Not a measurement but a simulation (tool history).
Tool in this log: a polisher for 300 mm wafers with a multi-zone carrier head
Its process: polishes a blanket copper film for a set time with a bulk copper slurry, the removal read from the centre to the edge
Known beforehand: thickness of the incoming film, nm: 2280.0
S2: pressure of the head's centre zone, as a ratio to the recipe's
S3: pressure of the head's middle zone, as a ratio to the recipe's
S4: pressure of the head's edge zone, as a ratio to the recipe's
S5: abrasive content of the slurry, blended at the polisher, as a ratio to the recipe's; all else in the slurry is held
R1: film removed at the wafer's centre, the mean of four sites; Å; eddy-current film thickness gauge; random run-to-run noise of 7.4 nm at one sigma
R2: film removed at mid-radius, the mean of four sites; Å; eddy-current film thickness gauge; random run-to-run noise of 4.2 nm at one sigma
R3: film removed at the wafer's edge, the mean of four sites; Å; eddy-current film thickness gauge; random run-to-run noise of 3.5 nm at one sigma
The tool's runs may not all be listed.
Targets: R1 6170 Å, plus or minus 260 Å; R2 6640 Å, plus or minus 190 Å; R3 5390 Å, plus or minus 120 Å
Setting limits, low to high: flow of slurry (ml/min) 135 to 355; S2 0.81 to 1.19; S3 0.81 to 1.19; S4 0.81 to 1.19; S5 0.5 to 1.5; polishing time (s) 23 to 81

{"run": 1, "hour": 0.0, "flow of slurry (ml/min)": 225, "S2": 1, "S3": 1, "S4": 1, "S5": 1, "polishing time (s)": 52, "R1": 7279.6, "R2": 7356.2, "R3": 7154.7}
{"run": 2, "hour": 5.7, "flow of slurry (ml/min)": 225, "S2": 1, "S3": 1.01, "S4": 0.98, "S5": 0.95, "polishing time (s)": 51, "R1": 7012.2, "R2": 7142.8, "R3": 6881.2}
{"run": 3, "hour": 13.2, "flow of slurry (ml/min)": 225, "S2": 1, "S3": 1.01, "S4": 0.98, "S5": 1.05, "polishing time (s)": 51, "R1": 7220.1, "R2": 7224.7, "R3": 7012.5}
{"run": 4, "hour": 16.4, "flow of slurry (ml/min)": 225, "S2": 1, "S3": 1.01, "S4": 0.98, "S5": 0.85, "polishing time (s)": 51, "R1": 6968.3, "R2": 6973.1, "R3": 6876.4}
{"run": 5, "hour": 20.4, "flow of slurry (ml/min)": 225, "S2": 1.01, "S3": 1.03, "S4": 0.96, "S5": 0.85, "polishing time (s)": 50, "R1": 6943.1, "R2": 7031.3, "R3": 6741.8}
{"run": 6, "hour": 21.7, "flow of slurry (ml/min)": 225, "S2": 1.01, "S3": 0.95, "S4": 0.96, "S5": 0.85, "polishing time (s)": 50, "R1": 6853.5, "R2": 6512.2, "R3": 6677}
{"run": 7, "hour": 26.0, "flow of slurry (ml/min)": 225, "S2": 1.02, "S3": 0.98, "S4": 0.94, "S5": 0.85, "polishing time (s)": 49, "R1": 6910.5, "R2": 6530.2, "R3": 6507.2}
{"run": 8, "hour": 30.7, "flow of slurry (ml/min)": 225, "S2": 1.02, "S3": 1.01, "S4": 0.92, "S5": 0.85, "polishing time (s)": 48, "R1": 6773.4, "R2": 6638, "R3": 6324.9}
{"run": 9, "hour": 37.2, "flow of slurry (ml/min)": 220, "S2": 1.02, "S3": 1.03, "S4": 0.91, "S5": 0.85, "polishing time (s)": 47, "R1": 6715.3, "R2": 6607.8, "R3": 6144.4}
{"run": 10, "hour": 38.6, "flow of slurry (ml/min)": 215, "S2": 1.02, "S3": 1.04, "S4": 0.9, "S5": 0.85, "polishing time (s)": 47, "R1": 6387.3, "R2": 6570.5, "R3": 6125.9}
{"run": 11, "hour": 39.3, "flow of slurry (ml/min)": 220, "S2": 1.03, "S3": 1.06, "S4": 0.89, "S5": 0.85, "polishing time (s)": 46, "R1": 6293.8, "R2": 6599.1, "R3": 5979.8}
{"run": 12, "hour": 46.1, "flow of slurry (ml/min)": 220, "S2": 1.05, "S3": 1.07, "S4": 0.88, "S5": 0.85, "polishing time (s)": 46, "R1": 6526.5, "R2": 6647.6, "R3": 5902.7}

Which of these 4 next moves meets every target?
{"run": "A", "hour": 52.9, "flow of slurry (ml/min)": 240, "S2": 0.94, "S3": 1.19, "S4": 0.91, "S5": 1.05, "polishing time (s)": 40, "R1": "?", "R2": "?", "R3": "?"}
{"run": "B", "hour": 52.9, "flow of slurry (ml/min)": 220, "S2": 1.15, "S3": 1.12, "S4": 0.81, "S5": 1, "polishing time (s)": 44, "R1": "?", "R2": "?", "R3": "?"}
{"run": "C", "hour": 52.9, "flow of slurry (ml/min)": 175, "S2": 1.07, "S3": 1.15, "S4": 0.9, "S5": 1.1, "polishing time (s)": 43, "R1": "?", "R2": "?", "R3": "?"}
{"run": "D", "hour": 52.9, "flow of slurry (ml/min)": 155, "S2": 1.14, "S3": 1.19, "S4": 0.88, "S5": 0.7, "polishing time (s)": 45, "R1": "?", "R2": "?", "R3": "?"}

move=A R1=5535.3 R2=6663.6 R3=5403.2
move=B R1=6890.6 R2=6833.6 R3=5587.6
move=C R1=6262.6 R2=6717.1 R3=5648.5
move=D R1=6326.3 R2=6689.7 R3=5436.5
A: meets the target for the result that was furthest off, but another lies outside its allowed miss
B: closes in on the targets versus the last run, not all within tolerance yet
C: closes in on the targets versus the last run, not all within tolerance yet
D: hits every target within its allowed miss
The right move is D.
